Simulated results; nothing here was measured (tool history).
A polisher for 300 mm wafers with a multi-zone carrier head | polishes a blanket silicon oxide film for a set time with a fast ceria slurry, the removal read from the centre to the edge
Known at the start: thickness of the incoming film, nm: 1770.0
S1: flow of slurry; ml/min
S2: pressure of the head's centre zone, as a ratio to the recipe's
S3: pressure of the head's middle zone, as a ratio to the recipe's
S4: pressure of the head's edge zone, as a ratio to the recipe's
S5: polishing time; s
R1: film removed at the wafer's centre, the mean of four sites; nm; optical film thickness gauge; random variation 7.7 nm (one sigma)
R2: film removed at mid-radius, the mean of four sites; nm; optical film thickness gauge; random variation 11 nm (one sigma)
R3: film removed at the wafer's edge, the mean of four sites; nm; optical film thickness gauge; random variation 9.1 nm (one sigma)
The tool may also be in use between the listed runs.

run,hour,S1,S2,S3,S4,S5,R1,R2,R3
1,0,295,1,1,1,58,612.94,598.57,586.06
2,4.6,340,1,1,1,58,616.1,599.7,604.22
3,11.7,340,0.95,1,1,58,596.86,606.93,609.28
4,14.7,340,0.91,1,1,58,564.74,598.55,613.27
5,23.2,345,0.97,1.04,1,62,642.91,668.63,631.97
6,31.4,355,1.01,1.06,1.01,66,715.14,706.11,676.72
7,33.7,350,1.03,1.08,1,70,767.03,774.19,720.1
8,42.4,350,1.06,1.1,0.99,72,821.38,806.94,730.45
9,43,350,1.08,1.12,0.98,74,852.17,847.54,767.79

Run 10 comes next. What will it give?
10,48.4,370,1.11,1.13,0.95,75,?,?,?

Run 10 gave R1 898.88 nm, R2 874.78 nm, R3 748.41 nm.
